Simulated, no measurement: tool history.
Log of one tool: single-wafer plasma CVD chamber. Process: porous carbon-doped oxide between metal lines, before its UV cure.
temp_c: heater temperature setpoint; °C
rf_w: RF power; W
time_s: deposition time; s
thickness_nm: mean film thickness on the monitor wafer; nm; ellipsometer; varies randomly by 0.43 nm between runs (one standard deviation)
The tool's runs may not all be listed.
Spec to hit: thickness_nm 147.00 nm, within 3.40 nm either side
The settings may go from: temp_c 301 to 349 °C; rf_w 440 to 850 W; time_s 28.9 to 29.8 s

run 1 hour=0.0 | temp_c=325 rf_w=645 time_s=28.9 | thickness_nm=162.19
run 2 hour=6.9 | temp_c=325 rf_w=645 time_s=28.9 | thickness_nm=162.80
run 3 hour=15.7 | temp_c=325 rf_w=685 time_s=28.9 | thickness_nm=166.87
run 4 hour=22.7 | temp_c=328 rf_w=675 time_s=28.9 | thickness_nm=164.94
-- hour=23.3 thermocouple changed; heater temperature recalibrated
run 5 hour=23.3 | temp_c=330 rf_w=660 time_s=28.9 | thickness_nm=165.11
run 6 hour=27.2 | temp_c=330 rf_w=635 time_s=28.9 | thickness_nm=161.43
run 7 hour=31.6 | temp_c=330 rf_w=615 time_s=28.9 | thickness_nm=159.46
run 8 hour=38.9 | temp_c=330 rf_w=595 time_s=28.9 | thickness_nm=156.36

Exactly one of the 4 candidate moves below puts every result within its allowed miss. Which one?
run A hour=46.2 | temp_c=323 rf_w=595 time_s=28.9 | thickness_nm=?
run B hour=46.2 | temp_c=333 rf_w=665 time_s=28.9 | thickness_nm=?
run C hour=46.2 | temp_c=317 rf_w=590 time_s=29.8 | thickness_nm=?
run D hour=46.2 | temp_c=333 rf_w=485 time_s=29.8 | thickness_nm=?

move=A thickness_nm=161.83
move=B thickness_nm=162.82
move=C thickness_nm=170.58
move=D thickness_nm=146.84
A: moves away from the targets compared with the last run
B: moves away from the targets compared with the last run
C: moves away from the targets compared with the last run
D: hits every target within its allowed miss
Answer: D
